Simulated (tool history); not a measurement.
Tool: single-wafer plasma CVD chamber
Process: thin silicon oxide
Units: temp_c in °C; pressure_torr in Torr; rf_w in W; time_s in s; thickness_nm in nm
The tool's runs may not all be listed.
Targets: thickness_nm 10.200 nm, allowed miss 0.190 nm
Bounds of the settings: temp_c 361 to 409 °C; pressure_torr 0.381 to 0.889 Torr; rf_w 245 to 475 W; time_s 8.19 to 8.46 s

run 1 day=0.000 | temp_c=385 pressure_torr=0.635 rf_w=360 time_s=8.19 | thickness_nm=12.154
run 2 day=0.129 | temp_c=375 pressure_torr=0.635 rf_w=360 time_s=8.19 | thickness_nm=12.409
run 3 day=0.496 | temp_c=376 pressure_torr=0.603 rf_w=360 time_s=8.19 | thickness_nm=11.883
run 4 day=0.717 | temp_c=376 pressure_torr=0.603 rf_w=360 time_s=8.46 | thickness_nm=12.089
run 5 day=0.983 | temp_c=377 pressure_torr=0.575 rf_w=360 time_s=8.46 | thickness_nm=11.673
-- day=1.175 capacitance manometer re-zeroed and calibrated
run 6 day=1.175 | temp_c=377 pressure_torr=0.575 rf_w=325 time_s=8.46 | thickness_nm=10.872
run 7 day=1.529 | temp_c=378 pressure_torr=0.565 rf_w=325 time_s=8.46 | thickness_nm=10.586
run 8 day=1.821 | temp_c=379 pressure_torr=0.560 rf_w=325 time_s=8.46 | thickness_nm=10.379

Which of these 4 next moves meets every target?
run A day=2.112 | temp_c=379 pressure_torr=0.538 rf_w=340 time_s=8.46 | thickness_nm=?
run B day=2.112 | temp_c=373 pressure_torr=0.531 rf_w=370 time_s=8.46 | thickness_nm=?
run C day=2.112 | temp_c=379 pressure_torr=0.565 rf_w=365 time_s=8.19 | thickness_nm=?
run D day=2.112 | temp_c=377 pressure_torr=0.580 rf_w=300 time_s=8.46 | thickness_nm=?

move=A thickness_nm=10.317
move=B thickness_nm=10.598
move=C thickness_nm=10.803
move=D thickness_nm=10.526
A: meets every target
B: further off than the last run
C: further off than the last run
D: further off than the last run
Answer: A
